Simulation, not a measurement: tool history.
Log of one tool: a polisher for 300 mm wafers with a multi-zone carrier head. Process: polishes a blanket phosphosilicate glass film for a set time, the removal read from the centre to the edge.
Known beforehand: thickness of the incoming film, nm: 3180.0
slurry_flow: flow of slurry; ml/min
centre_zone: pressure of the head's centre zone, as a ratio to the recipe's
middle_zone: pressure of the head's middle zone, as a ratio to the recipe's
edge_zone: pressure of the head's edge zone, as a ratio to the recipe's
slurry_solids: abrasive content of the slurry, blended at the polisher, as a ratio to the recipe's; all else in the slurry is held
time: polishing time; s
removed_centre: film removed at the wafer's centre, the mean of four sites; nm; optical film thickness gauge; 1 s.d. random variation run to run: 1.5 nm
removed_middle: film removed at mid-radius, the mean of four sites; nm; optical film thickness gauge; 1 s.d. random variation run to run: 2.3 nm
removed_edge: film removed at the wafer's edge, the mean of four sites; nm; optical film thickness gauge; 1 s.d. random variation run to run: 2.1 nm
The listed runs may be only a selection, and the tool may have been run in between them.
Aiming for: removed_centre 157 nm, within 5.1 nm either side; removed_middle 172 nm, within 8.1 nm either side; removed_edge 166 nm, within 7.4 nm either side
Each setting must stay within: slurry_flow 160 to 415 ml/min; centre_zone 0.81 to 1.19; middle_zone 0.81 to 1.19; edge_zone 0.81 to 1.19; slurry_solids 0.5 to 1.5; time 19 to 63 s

| run | hour | slurry_flow | centre_zone | middle_zone | edge_zone | slurry_solids | time | removed_centre | removed_middle | removed_edge |
|---|---|---|---|---|---|---|---|---|---|---|
| 1 | 0 | 265 | 1 | 1 | 1 | 1 | 41 | 179.99 | 179.51 | 181.47 |
| 2 | 4.8 | 220 | 1 | 1 | 1 | 1 | 41 | 177.74 | 179.66 | 181.33 |
| 3 | 7.3 | 220 | 0.96 | 1 | 1 | 1 | 41 | 170.55 | 177.39 | 175.96 |
| 4 | 11.3 | 220 | 0.95 | 1 | 1 | 1 | 41 | 170.29 | 174.72 | 178.53 |
| 5 | 18.7 | 220 | 0.87 | 1 | 1 | 1 | 41 | 155.86 | 174.31 | 181.46 |
| 6 | 27 | 220 | 0.87 | 1 | 1 | 1 | 50 | 189.85 | 207.88 | 216.16 |
| 7 | 31.1 | 220 | 0.87 | 1 | 0.98 | 0.95 | 50 | 186.69 | 212.1 | 211.28 |
| 8 | 33.3 | 220 | 0.88 | 0.98 | 0.97 | 0.9 | 50 | 187.04 | 199.12 | 203.19 |
| 9 | 34.7 | 220 | 0.87 | 0.98 | 0.96 | 0.85 | 50 | 179.31 | 198.28 | 198.47 |
| 10 | 36.5 | 220 | 0.87 | 0.97 | 0.95 | 0.8 | 50 | 178.67 | 190.34 | 189.32 |
| 11 | 41.8 | 205 | 0.81 | 0.97 | 0.9 | 0.6 | 49 | 143.62 | 168.57 | 161.74 |
| 12 | 48.6 | 210 | 0.82 | 0.97 | 0.9 | 0.6 | 49 | 144.88 | 166.29 | 164.43 |
| 13 | 49.4 | 215 | 0.83 | 0.97 | 0.9 | 0.6 | 49 | 148.98 | 167.06 | 166.08 |
| 14 | 57.4 | 215 | 0.84 | 0.97 | 0.89 | 0.6 | 49 | 149.11 | 168.9 | 168.69 |
| 15 | 60.8 | 205 | 0.85 | 0.98 | 0.9 | 0.6 | 49 | 148.95 | 170.57 | 162.38 |
| 16 | 62.4 | 210 | 0.85 | 0.98 | 0.9 | 0.6 | 49 | 148.76 | 166.34 | 163.73 |
| 17 | 63.5 | 210 | 0.86 | 0.98 | 0.9 | 0.6 | 49 | 149.47 | 168.89 | 164.22 |

Pick the move, out of 5, that brings all results within their allowed miss; only one does.
| A | 64.6 | 275 | 0.84 | 0.85 | 1 | 0.7 | 47 | ? | ? | ? |
| B | 64.6 | 235 | 0.81 | 0.92 | 0.99 | 0.95 | 43 | ? | ? | ? |
| C | 64.6 | 160 | 0.89 | 1.12 | 0.87 | 0.5 | 56 | ? | ? | ? |
| D | 64.6 | 235 | 0.81 | 0.95 | 0.94 | 0.7 | 46 | ? | ? | ? |
| E | 64.6 | 160 | 0.9 | 1.01 | 0.89 | 0.7 | 48 | ? | ? | ? |

| move | removed_centre | removed_middle | removed_edge |
|---|---|---|---|
| A | 159.29 | 159.69 | 183.9 |
| B | 156.05 | 172.39 | 185.74 |
| C | 157.41 | 191.42 | 167 |
| D | 148.12 | 168.05 | 171.91 |
| E | 156.12 | 172.36 | 166.19 |
A: the furthest-off result lands on target, but another misses its tolerance
B: the furthest-off result lands on target, but another misses its tolerance
C: the furthest-off result lands on target, but another misses its tolerance
D: misses by more than the last run did
E: every result lands within tolerance
So the answer is move E, the one that meets all the targets.
